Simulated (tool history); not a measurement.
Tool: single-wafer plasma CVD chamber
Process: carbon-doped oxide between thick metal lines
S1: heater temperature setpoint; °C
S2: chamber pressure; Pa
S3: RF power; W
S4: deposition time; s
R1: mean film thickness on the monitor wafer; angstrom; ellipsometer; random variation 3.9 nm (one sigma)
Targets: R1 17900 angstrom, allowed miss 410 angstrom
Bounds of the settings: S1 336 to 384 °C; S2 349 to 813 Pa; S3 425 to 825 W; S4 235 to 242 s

run  hour   S1   S2   S3   S4     R1
  1     0  360  581  625  235  14421
  2   7.8  360  581  625  242  14819
  3  11.3  358  612  660  242  15699
  4  13.8  357  645  675  242  16158
  5  15.2  356  673  685  242  16472
  6  16.1  355  696  695  242  16770
  7  21.2  354  713  700  242  16916
  8  23.6  353  727  710  242  17291
  9  32.6  353  727  710  242  17256
 10    35  353  727  710  242  17230
 11  41.7  352  737  715  242  17420

Which of these 4 next moves meets every target?
  A  48.4  360  745  715  242   ?
  B  48.4  347  699  705  237   ?
  C  48.4  372  713  790  242   ?
  D  48.4  353  683  725  235   ?

move     R1
   A  17008
   B  16940
   C  17647
   D  16789
A: further off than the last run
B: further off than the last run
C: meets every target
D: further off than the last run
Answer: C
